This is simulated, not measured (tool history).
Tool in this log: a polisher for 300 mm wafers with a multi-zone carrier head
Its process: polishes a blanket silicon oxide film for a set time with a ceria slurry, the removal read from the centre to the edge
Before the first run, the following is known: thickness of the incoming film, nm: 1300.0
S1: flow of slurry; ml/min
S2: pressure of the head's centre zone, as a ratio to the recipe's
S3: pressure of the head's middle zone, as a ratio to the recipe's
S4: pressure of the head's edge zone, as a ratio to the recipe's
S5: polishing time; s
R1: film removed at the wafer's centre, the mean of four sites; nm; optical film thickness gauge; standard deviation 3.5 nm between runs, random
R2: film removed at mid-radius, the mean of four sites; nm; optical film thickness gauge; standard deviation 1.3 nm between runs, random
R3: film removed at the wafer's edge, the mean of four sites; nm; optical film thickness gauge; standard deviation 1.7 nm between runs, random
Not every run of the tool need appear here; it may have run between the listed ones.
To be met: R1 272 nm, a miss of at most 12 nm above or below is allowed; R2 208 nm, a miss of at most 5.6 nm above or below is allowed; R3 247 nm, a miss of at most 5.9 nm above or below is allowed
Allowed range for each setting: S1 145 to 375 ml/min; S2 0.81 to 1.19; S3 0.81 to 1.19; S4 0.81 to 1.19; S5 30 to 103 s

run 1 hour=0 | S1=240 S2=1 S3=1 S4=1 S5=66 | R1=303.46 R2=319.93 R3=321.96
run 2 hour=5.1 | S1=240 S2=0.92 S3=1 S4=1 S5=66 | R1=285.74 R2=317.38 R3=319.86
run 3 hour=9.2 | S1=230 S2=0.98 S3=0.96 S4=0.99 S5=62 | R1=284.06 R2=287.58 R3=297.69
run 4 hour=11.6 | S1=220 S2=1.01 S3=0.93 S4=0.99 S5=60 | R1=287.47 R2=271.65 R3=287.88
run 5 hour=19.4 | S1=220 S2=1.01 S3=0.93 S4=0.99 S5=66 | R1=314.83 R2=297.19 R3=315.81
run 6 hour=26.2 | S1=210 S2=1.02 S3=0.9 S4=0.99 S5=63 | R1=298.88 R2=273.77 R3=304.09
run 7 hour=33.5 | S1=200 S2=1.04 S3=0.88 S4=0.98 S5=60 | R1=293.12 R2=256.42 R3=283.08
run 8 hour=34.5 | S1=190 S2=1.05 S3=0.86 S4=0.99 S5=58 | R1=281.23 R2=240.32 R3=272.16
run 9 hour=40.2 | S1=185 S2=1.06 S3=0.85 S4=0.99 S5=57 | R1=275.19 R2=234.92 R3=271.13
run 10 hour=44.9 | S1=180 S2=1.08 S3=0.84 S4=0.99 S5=56 | R1=272.76 R2=228.37 R3=263.83

Which one of the following 5 next-run settings gets every result inside its allowed miss? There is exactly one.
run A hour=49.6 | S1=145 S2=1.04 S3=0.81 S4=1.05 S5=55 | R1=? R2=? R3=?
run B hour=49.6 | S1=155 S2=1.12 S3=0.96 S4=0.84 S5=57 | R1=? R2=? R3=?
run C hour=49.6 | S1=150 S2=1.13 S3=0.81 S4=0.95 S5=54 | R1=? R2=? R3=?
run D hour=49.6 | S1=145 S2=1.04 S3=0.84 S4=1.02 S5=53 | R1=? R2=? R3=?
run E hour=49.6 | S1=155 S2=1.06 S3=0.89 S4=1.03 S5=53 | R1=? R2=? R3=?

move=A R1=258.07 R2=209.62 R3=261.13
move=B R1=291.46 R2=252.26 R3=244.88
move=C R1=276.92 R2=206.71 R3=245.12
move=D R1=248.74 R2=208.1 R3=247.98
move=E R1=256.26 R2=220.22 R3=250.66
A: gets the furthest-off result to its target, but another result is out of tolerance
B: further off than the last run
C: all results land within tolerance of their targets
D: gets the furthest-off result to its target, but another result is out of tolerance
E: better than the last run, though not everything is in spec
The right move is C.
